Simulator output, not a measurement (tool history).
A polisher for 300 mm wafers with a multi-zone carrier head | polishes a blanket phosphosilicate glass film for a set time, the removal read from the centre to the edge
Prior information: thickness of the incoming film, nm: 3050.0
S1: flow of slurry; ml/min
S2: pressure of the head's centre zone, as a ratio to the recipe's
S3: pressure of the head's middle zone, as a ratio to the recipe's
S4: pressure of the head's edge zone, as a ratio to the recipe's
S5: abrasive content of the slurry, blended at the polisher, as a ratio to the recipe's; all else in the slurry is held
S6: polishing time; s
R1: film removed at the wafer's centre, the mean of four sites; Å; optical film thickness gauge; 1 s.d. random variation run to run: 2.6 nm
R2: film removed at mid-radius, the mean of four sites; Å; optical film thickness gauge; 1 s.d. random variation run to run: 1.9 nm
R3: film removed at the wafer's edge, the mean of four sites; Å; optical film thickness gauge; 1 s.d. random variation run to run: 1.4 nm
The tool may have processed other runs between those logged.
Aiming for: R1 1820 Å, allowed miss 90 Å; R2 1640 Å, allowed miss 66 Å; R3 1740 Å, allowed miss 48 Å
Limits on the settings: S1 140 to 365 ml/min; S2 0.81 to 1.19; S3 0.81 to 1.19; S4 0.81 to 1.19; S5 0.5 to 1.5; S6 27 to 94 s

Run 1, day 0: S1 235 ml/min, S2 1, S3 1, S4 1, S5 1, S6 60 s. Result: R1 3757.6 Å, R2 3888.6 Å, R3 3846.8 Å.
Run 2, day 0.133: S1 235 ml/min, S2 1, S3 0.93, S4 1, S5 1, S6 60 s. Result: R1 3827.7 Å, R2 3599.9 Å, R3 3917.3 Å.
Run 3, day 0.212: S1 180 ml/min, S2 1, S3 0.93, S4 1, S5 1, S6 60 s. Result: R1 3574 Å, R2 3509.1 Å, R3 3762.7 Å.
Run 4, day 0.379: S1 180 ml/min, S2 1, S3 0.96, S4 1, S5 1, S6 60 s. Result: R1 3584.3 Å, R2 3523.8 Å, R3 3762.1 Å.
Run 5, day 0.642: S1 230 ml/min, S2 1, S3 0.96, S4 1, S5 1, S6 60 s. Result: R1 3758.9 Å, R2 3748.5 Å, R3 3843.3 Å.
Run 6, day 0.704: S1 225 ml/min, S2 1, S3 0.94, S4 0.97, S5 0.85, S6 52 s. Result: R1 2998.3 Å, R2 2891.6 Å, R3 3012.7 Å.
Run 7, day 0.896: S1 220 ml/min, S2 1, S3 0.92, S4 0.94, S5 0.75, S6 48 s. Result: R1 2612.7 Å, R2 2512.3 Å, R3 2605.4 Å.
Run 8, day 1.183: S1 215 ml/min, S2 1, S3 0.9, S4 0.91, S5 0.7, S6 45 s. Result: R1 2318.1 Å, R2 2198.1 Å, R3 2333.8 Å.
Run 9, day 1.462: S1 210 ml/min, S2 1.05, S3 0.89, S4 0.81, S5 0.5, S6 37 s. Result: R1 1632.6 Å, R2 1463.7 Å, R3 1471.1 Å.
Run 10, day 1.642: S1 230 ml/min, S2 1.04, S3 0.89, S4 0.83, S5 0.5, S6 37 s. Result: R1 1632.6 Å, R2 1472.1 Å, R3 1519.5 Å.
Run 11, day 1.783: S1 230 ml/min, S2 1.04, S3 0.9, S4 0.86, S5 0.5, S6 37 s. Result: R1 1699.4 Å, R2 1505.8 Å, R3 1551.7 Å.
Run 12, day 1.925: S1 230 ml/min, S2 1.03, S3 0.9, S4 0.88, S5 0.5, S6 37 s. Result: R1 1628.4 Å, R2 1482.2 Å, R3 1557.7 Å.
Run 13, day 1.967: S1 230 ml/min, S2 1.03, S3 0.9, S4 0.89, S5 0.55, S6 37 s. Result: R1 1693.7 Å, R2 1575.3 Å, R3 1666.7 Å.
Run 14, day 2.142: S1 230 ml/min, S2 1.04, S3 0.9, S4 0.89, S5 0.55, S6 37 s. Result: R1 1759.6 Å, R2 1538.9 Å, R3 1637.4 Å.
Run 15, day 2.275: S1 230 ml/min, S2 1.04, S3 0.91, S4 0.9, S5 0.55, S6 37 s. Result: R1 1754 Å, R2 1611.1 Å, R3 1665 Å.
Run 16, day 2.388: S1 230 ml/min, S2 1.04, S3 0.91, S4 0.91, S5 0.55, S6 37 s. Result: R1 1778 Å, R2 1604.7 Å, R3 1676.9 Å.
Run 17, day 2.667: S1 230 ml/min, S2 1.04, S3 0.91, S4 0.92, S5 0.55, S6 37 s. Result: R1 1687.9 Å, R2 1593.8 Å, R3 1684.1 Å.
Run 18, day 2.967: S1 240 ml/min, S2 1.04, S3 0.91, S4 0.92, S5 0.55, S6 37 s. Result: R1 1739.4 Å, R2 1626.3 Å, R3 1697.3 Å.
Run 19, day 3.312: S1 240 ml/min, S2 1.05, S3 0.91, S4 0.92, S5 0.55, S6 37 s. Result: R1 1788.1 Å, R2 1581.9 Å, R3 1686.8 Å.

4 candidate next runs follow, results not yet known. Just one meets every target within its allowed miss. Identify it.
Run A, day 3.658: S1 280 ml/min, S2 1.11, S3 0.9, S4 0.9, S5 0.55, S6 35 s. Result: R1 ?, R2 ?, R3 ?.
Run B, day 3.658: S1 230 ml/min, S2 1.04, S3 0.96, S4 0.88, S5 0.55, S6 36 s. Result: R1 ?, R2 ?, R3 ?.
Run C, day 3.658: S1 245 ml/min, S2 1.08, S3 0.94, S4 1, S5 0.65, S6 33 s. Result: R1 ?, R2 ?, R3 ?.
Run D, day 3.658: S1 190 ml/min, S2 1.06, S3 0.98, S4 0.93, S5 0.6, S6 38 s. Result: R1 ?, R2 ?, R3 ?.

move      R1      R2      R3
   A    1782  1527.7  1600.7
   B  1676.6  1618.6  1600.2
   C    1775  1622.1  1719.8
   D  1836.9  1777.5  1780.3
A: its largest miss is bigger than the last run's
B: its largest miss is bigger than the last run's
C: each result inside its tolerance
D: meets the target for the result that was furthest off, but another lies outside its allowed miss
Answer: C
